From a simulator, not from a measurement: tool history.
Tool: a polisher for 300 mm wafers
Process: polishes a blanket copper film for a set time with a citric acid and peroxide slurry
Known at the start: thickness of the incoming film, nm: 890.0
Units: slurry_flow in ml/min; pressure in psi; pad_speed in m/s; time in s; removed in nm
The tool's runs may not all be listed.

Run 1, hour 0: slurry_flow 175 ml/min, pressure 3.4 psi, pad_speed 1.08 m/s, slurry_solids 1, time 61 s. Result: removed 186.85 nm.
Run 2, hour 3.4: slurry_flow 190 ml/min, pressure 3.4 psi, pad_speed 1.08 m/s, slurry_solids 1, time 61 s. Result: removed 193 nm.
Run 3, hour 4.3: slurry_flow 190 ml/min, pressure 3.4 psi, pad_speed 1.22 m/s, slurry_solids 1, time 61 s. Result: removed 219.48 nm.
Run 4, hour 8.6: slurry_flow 190 ml/min, pressure 3.4 psi, pad_speed 1.04 m/s, slurry_solids 1, time 61 s. Result: removed 182.71 nm.
Run 5, hour 10.1: slurry_flow 185 ml/min, pressure 3.3 psi, pad_speed 1.04 m/s, slurry_solids 1, time 61 s. Result: removed 179.25 nm.
Run 6, hour 13.2: slurry_flow 185 ml/min, pressure 3.3 psi, pad_speed 1.04 m/s, slurry_solids 1.2, time 61 s. Result: removed 189.91 nm.
Run 7, hour 17.6: slurry_flow 180 ml/min, pressure 3.2 psi, pad_speed 1.04 m/s, slurry_solids 1.2, time 61 s. Result: removed 181.9 nm.
At hour 19.7: slurry nozzle cleaned.
Run 8, hour 19.7: slurry_flow 175 ml/min, pressure 3.1 psi, pad_speed 1.04 m/s, slurry_solids 1.2, time 61 s. Result: removed 188.04 nm.
Run 9, hour 28.5: slurry_flow 175 ml/min, pressure 2.9 psi, pad_speed 1.04 m/s, slurry_solids 1.2, time 61 s. Result: removed 178.29 nm.
Run 10, hour 35.5: slurry_flow 175 ml/min, pressure 2.7 psi, pad_speed 1.04 m/s, slurry_solids 1.2, time 61 s. Result: removed 174.43 nm.

The next listed run, before its measurement:
Run 11, hour 40.7: slurry_flow 160 ml/min, pressure 2 psi, pad_speed 1.04 m/s, slurry_solids 1.2, time 61 s. Result: removed ?.

removed: 138.56 nm
